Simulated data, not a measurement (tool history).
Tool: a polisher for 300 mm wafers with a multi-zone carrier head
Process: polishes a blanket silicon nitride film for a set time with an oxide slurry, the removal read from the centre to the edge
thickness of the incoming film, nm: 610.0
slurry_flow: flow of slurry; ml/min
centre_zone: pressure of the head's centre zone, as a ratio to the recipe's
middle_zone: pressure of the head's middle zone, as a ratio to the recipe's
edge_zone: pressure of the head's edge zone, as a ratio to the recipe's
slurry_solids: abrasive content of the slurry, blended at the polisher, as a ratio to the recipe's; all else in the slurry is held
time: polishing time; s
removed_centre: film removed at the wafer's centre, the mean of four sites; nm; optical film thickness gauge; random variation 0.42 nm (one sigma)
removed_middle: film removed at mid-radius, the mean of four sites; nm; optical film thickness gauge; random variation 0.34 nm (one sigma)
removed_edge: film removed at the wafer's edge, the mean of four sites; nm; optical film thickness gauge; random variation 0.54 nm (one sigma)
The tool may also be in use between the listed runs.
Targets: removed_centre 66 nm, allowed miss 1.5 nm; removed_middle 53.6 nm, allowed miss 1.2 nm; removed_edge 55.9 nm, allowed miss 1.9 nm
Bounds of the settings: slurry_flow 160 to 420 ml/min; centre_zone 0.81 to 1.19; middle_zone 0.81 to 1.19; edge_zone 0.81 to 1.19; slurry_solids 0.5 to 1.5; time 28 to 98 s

Run 1, day 0: slurry_flow 270 ml/min, centre_zone 1, middle_zone 1, edge_zone 1, slurry_solids 1, time 63 s. Result: removed_centre 38.766 nm, removed_middle 37.923 nm, removed_edge 37.787 nm.
Run 2, day 0.342: slurry_flow 280 ml/min, centre_zone 1.03, middle_zone 1, edge_zone 1.02, slurry_solids 1.05, time 64 s. Result: removed_centre 41.425 nm, removed_middle 39.935 nm, removed_edge 40.656 nm.
Run 3, day 0.633: slurry_flow 290 ml/min, centre_zone 1.05, middle_zone 0.99, edge_zone 1.01, slurry_solids 1.1, time 65 s. Result: removed_centre 43.83 nm, removed_middle 40.988 nm, removed_edge 42.197 nm.
Run 4, day 0.783: slurry_flow 295 ml/min, centre_zone 1.07, middle_zone 0.99, edge_zone 1, slurry_solids 1.15, time 66 s. Result: removed_centre 46.22 nm, removed_middle 42.661 nm, removed_edge 43.455 nm.
Run 5, day 1.058: slurry_flow 360 ml/min, centre_zone 1.07, middle_zone 0.99, edge_zone 1, slurry_solids 1.15, time 66 s. Result: removed_centre 46.993 nm, removed_middle 43.47 nm, removed_edge 43.639 nm.
Run 6, day 1.212: slurry_flow 360 ml/min, centre_zone 1.09, middle_zone 0.99, edge_zone 1, slurry_solids 1.2, time 67 s. Result: removed_centre 49.741 nm, removed_middle 44.522 nm, removed_edge 44.79 nm.
Run 7, day 1.45: slurry_flow 360 ml/min, centre_zone 1.1, middle_zone 0.99, edge_zone 1.01, slurry_solids 1.25, time 68 s. Result: removed_centre 51.917 nm, removed_middle 46.079 nm, removed_edge 47.27 nm.
Run 8, day 1.604: slurry_flow 360 ml/min, centre_zone 1.11, middle_zone 0.99, edge_zone 1.01, slurry_solids 1.3, time 68 s. Result: removed_centre 53.572 nm, removed_middle 46.502 nm, removed_edge 47.368 nm.
Run 9, day 1.729: slurry_flow 360 ml/min, centre_zone 1.12, middle_zone 1, edge_zone 1.02, slurry_solids 1.35, time 69 s. Result: removed_centre 55.419 nm, removed_middle 48.607 nm, removed_edge 48.154 nm.
Run 10, day 1.821: slurry_flow 360 ml/min, centre_zone 1.13, middle_zone 1, edge_zone 1.03, slurry_solids 1.35, time 70 s. Result: removed_centre 56.195 nm, removed_middle 48.913 nm, removed_edge 50.421 nm.
Run 11, day 2.012: slurry_flow 360 ml/min, centre_zone 1.14, middle_zone 1, edge_zone 1.03, slurry_solids 1.35, time 70 s. Result: removed_centre 56.303 nm, removed_middle 49.286 nm, removed_edge 50.213 nm.
Run 12, day 2.196: slurry_flow 365 ml/min, centre_zone 1.15, middle_zone 1, edge_zone 1.03, slurry_solids 1.35, time 70 s. Result: removed_centre 57.417 nm, removed_middle 49.498 nm, removed_edge 50.641 nm.
Run 13, day 2.554: slurry_flow 365 ml/min, centre_zone 1.16, middle_zone 1, edge_zone 1.03, slurry_solids 1.35, time 70 s. Result: removed_centre 57.986 nm, removed_middle 49.07 nm, removed_edge 50.684 nm.
Run 14, day 2.75: slurry_flow 405 ml/min, centre_zone 1.19, middle_zone 1, edge_zone 1.04, slurry_solids 1.5, time 71 s. Result: removed_centre 63.1 nm, removed_middle 52.353 nm, removed_edge 53.547 nm.

4 next moves are on the table. One of them brings every result within its allowed miss. Which?
Run A, day 2.946: slurry_flow 415 ml/min, centre_zone 1.13, middle_zone 0.96, edge_zone 1.15, slurry_solids 1.25, time 76 s. Result: removed_centre ?, removed_middle ?, removed_edge ?.
Run B, day 2.946: slurry_flow 420 ml/min, centre_zone 1.13, middle_zone 0.98, edge_zone 1.07, slurry_solids 1.5, time 73 s. Result: removed_centre ?, removed_middle ?, removed_edge ?.
Run C, day 2.946: slurry_flow 355 ml/min, centre_zone 1.17, middle_zone 0.95, edge_zone 1.03, slurry_solids 1.5, time 72 s. Result: removed_centre ?, removed_middle ?, removed_edge ?.
Run D, day 2.946: slurry_flow 370 ml/min, centre_zone 1.19, middle_zone 0.98, edge_zone 1.02, slurry_solids 1.4, time 76 s. Result: removed_centre ?, removed_middle ?, removed_edge ?.

move  removed_centre  removed_middle  removed_edge
   A           60.09          51.449        55.419
   B          61.906          53.924         55.21
   C          62.386          51.187        53.069
   D          65.557          54.243          54.5
A: further off than the last run
B: further off than the last run
C: further off than the last run
D: meets every target
Move D is the one to make.
